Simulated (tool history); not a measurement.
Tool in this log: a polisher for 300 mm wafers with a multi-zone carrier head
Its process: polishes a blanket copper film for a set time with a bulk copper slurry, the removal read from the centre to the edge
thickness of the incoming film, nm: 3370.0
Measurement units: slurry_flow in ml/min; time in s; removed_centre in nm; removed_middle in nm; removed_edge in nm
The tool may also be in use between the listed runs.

run  hour  slurry_flow  centre_zone  middle_zone  edge_zone  slurry_solids  time  removed_centre  removed_middle  removed_edge
  1     0          275            1            1          1              1    37          526.47          514.78        549.17
  2   7.3          270         0.97         0.97       0.96            0.9    35          476.77          469.13         504.6
  3  15.8          265         0.95         0.94       0.94            0.8    33          432.24          424.79         466.8
  4  17.7          260         0.94         0.92       0.92           0.75    32          411.98          402.82        444.54
  5  19.9          260         0.94         0.92       0.87           0.75    32          412.22          397.37        440.89
  6  27.3          205         0.94         0.92       0.87           0.75    32          404.44          389.95        418.22

What will run 7 give?
  7  28.5          170         0.84         0.82       0.82            0.5    31               ?               ?             ?

Run 7 yielded removed_centre 319.03 nm, removed_middle 324.66 nm, removed_edge 371.52 nm.
